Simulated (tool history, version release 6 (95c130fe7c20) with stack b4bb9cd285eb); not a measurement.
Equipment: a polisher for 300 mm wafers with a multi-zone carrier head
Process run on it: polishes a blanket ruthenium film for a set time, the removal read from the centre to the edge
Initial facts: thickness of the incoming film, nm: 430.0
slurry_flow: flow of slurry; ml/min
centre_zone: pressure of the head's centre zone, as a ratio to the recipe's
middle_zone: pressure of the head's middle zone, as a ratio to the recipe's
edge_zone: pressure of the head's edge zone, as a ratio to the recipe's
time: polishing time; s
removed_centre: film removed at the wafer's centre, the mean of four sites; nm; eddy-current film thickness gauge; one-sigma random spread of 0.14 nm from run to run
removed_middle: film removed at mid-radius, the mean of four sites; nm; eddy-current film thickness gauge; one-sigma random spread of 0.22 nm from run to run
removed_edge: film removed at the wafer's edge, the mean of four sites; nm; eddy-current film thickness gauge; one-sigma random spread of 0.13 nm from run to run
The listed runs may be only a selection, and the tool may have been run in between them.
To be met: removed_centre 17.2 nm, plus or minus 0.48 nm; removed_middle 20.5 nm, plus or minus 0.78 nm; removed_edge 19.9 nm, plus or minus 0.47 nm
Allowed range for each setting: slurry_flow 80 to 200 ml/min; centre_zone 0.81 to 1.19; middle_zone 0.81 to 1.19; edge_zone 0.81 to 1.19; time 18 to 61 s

run	hour	slurry_flow	centre_zone	middle_zone	edge_zone	time	removed_centre	removed_middle	removed_edge
1	0	130	1	1	1	39	36.753	36.613	37.894
2	7.1	130	1	1	0.93	39	36.595	36.533	36.964
3	13.1	120	0.97	1.01	0.91	34	30.154	31.061	31.197
4	16.1	115	0.94	1.02	0.89	31	26.327	29.026	28.285
5	25.1	90	0.94	1.02	0.89	31	23.89	26.568	26.601
6	26.6	90	0.94	1.02	0.83	31	24.083	26.597	25.99
7	33.5	90	0.92	1.02	0.83	29	22.092	25.309	24.081
8	34.5	90	0.9	1	0.83	28	20.848	23.339	23.609
9	37.1	90	0.89	1.01	0.83	27	19.959	23.15	22.648
10	40.5	90	0.88	1.01	0.83	26	18.758	21.818	21.587
11	47.9	90	0.88	1.01	0.83	25	18.079	20.995	21.112
12	48.4	90	0.88	1.02	0.83	25	18.074	21.409	20.958

4 next moves are on the table. One of them brings every result within its allowed miss. Which?
A	48.9	105	0.81	1.12	0.92	23	?	?	?
B	48.9	80	0.81	1.11	0.84	26	?	?	?
C	48.9	90	0.87	1.02	0.83	24	?	?	?
D	48.9	90	0.9	1.05	0.81	23	?	?	?

move	removed_centre	removed_middle	removed_edge
A	16.554	22.998	20.723
B	16.666	23.364	21.191
C	17.443	21.027	20.1
D	17.294	20.65	19.081
A: further off than the last run
B: further off than the last run
C: every result within its allowed miss
D: takes the result that was furthest off past its target
So the answer is move C, the one that meets all the targets.

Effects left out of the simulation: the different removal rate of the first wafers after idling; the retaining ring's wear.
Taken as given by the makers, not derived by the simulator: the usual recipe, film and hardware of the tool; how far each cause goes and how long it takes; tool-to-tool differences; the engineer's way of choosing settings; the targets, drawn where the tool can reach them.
